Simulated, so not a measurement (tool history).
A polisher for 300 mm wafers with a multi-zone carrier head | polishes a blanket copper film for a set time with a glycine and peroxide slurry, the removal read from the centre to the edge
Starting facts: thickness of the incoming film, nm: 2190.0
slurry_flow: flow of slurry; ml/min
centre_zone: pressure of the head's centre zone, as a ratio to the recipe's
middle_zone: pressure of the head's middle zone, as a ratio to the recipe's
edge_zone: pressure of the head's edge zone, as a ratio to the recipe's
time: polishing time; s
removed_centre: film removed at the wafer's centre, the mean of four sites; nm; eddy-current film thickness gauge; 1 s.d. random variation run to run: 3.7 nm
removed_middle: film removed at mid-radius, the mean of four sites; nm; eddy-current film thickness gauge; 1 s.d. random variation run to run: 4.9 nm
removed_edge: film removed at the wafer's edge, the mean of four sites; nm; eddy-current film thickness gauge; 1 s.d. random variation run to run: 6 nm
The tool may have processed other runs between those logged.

run 1 hour=0.0 | slurry_flow=195 centre_zone=1.00 middle_zone=1.00 edge_zone=1.00 time=85 | removed_centre=391.32 removed_middle=395.05 removed_edge=402.76
run 2 hour=2.2 | slurry_flow=215 centre_zone=1.00 middle_zone=1.00 edge_zone=1.00 time=85 | removed_centre=386.77 removed_middle=396.99 removed_edge=409.41
run 3 hour=8.9 | slurry_flow=215 centre_zone=1.00 middle_zone=1.00 edge_zone=0.94 time=85 | removed_centre=391.92 removed_middle=406.09 removed_edge=392.98
run 4 hour=11.9 | slurry_flow=240 centre_zone=1.00 middle_zone=1.00 edge_zone=0.94 time=85 | removed_centre=393.44 removed_middle=414.20 removed_edge=396.70
run 5 hour=20.8 | slurry_flow=240 centre_zone=1.00 middle_zone=1.00 edge_zone=0.94 time=95 | removed_centre=442.89 removed_middle=459.14 removed_edge=445.24
run 6 hour=25.5 | slurry_flow=240 centre_zone=1.00 middle_zone=1.00 edge_zone=1.01 time=95 | removed_centre=436.79 removed_middle=448.17 removed_edge=464.78

What does the tool deliver on the next run?
run 7 hour=34.3 | slurry_flow=245 centre_zone=0.96 middle_zone=1.03 edge_zone=1.01 time=95 | removed_centre=? removed_middle=? removed_edge=?

{"run 7": {"removed_centre": 425.37, "removed_middle": 475.58, "removed_edge": 465.96}}

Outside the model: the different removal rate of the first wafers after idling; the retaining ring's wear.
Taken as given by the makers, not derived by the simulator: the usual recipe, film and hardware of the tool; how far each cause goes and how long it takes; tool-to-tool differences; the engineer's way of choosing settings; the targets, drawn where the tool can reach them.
